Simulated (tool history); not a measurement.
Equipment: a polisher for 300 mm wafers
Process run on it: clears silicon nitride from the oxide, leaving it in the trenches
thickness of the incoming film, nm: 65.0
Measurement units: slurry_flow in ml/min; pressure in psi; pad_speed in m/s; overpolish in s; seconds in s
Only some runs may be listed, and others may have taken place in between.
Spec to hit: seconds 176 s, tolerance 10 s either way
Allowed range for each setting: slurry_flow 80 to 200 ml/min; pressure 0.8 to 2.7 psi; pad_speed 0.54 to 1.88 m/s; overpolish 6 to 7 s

run,hour,slurry_flow,pressure,pad_speed,overpolish,seconds
1,0,130,1.7,1.2,7,106.12
2,5.7,130,1.6,1.2,7,106.38
3,9.6,130,1.5,1.16,7,118.34
4,16.7,130,1.4,1.14,7,122.96
5,23.9,130,1.8,1.14,7,106.86
6,26,130,1.5,1.14,7,119.43
7,32.4,130,1.5,1.14,7,119.18
8,33.6,125,1,1.08,7,160.65

Pick the move, out of 5, that brings all results within their allowed miss; only one does.
A,34.8,155,1.1,1.06,7,?
B,34.8,140,1.2,1.02,6,?
C,34.8,120,1.3,1.02,6,?
D,34.8,130,1.1,1.04,7,?
E,34.8,115,1,0.96,6,?

move,seconds
A,150.09
B,151.49
C,149.41
D,157.69
E,183.05
A: lands further from the targets than the last run did
B: lands further from the targets than the last run did
C: lands further from the targets than the last run did
D: lands further from the targets than the last run did
E: meets every target
Answer: E

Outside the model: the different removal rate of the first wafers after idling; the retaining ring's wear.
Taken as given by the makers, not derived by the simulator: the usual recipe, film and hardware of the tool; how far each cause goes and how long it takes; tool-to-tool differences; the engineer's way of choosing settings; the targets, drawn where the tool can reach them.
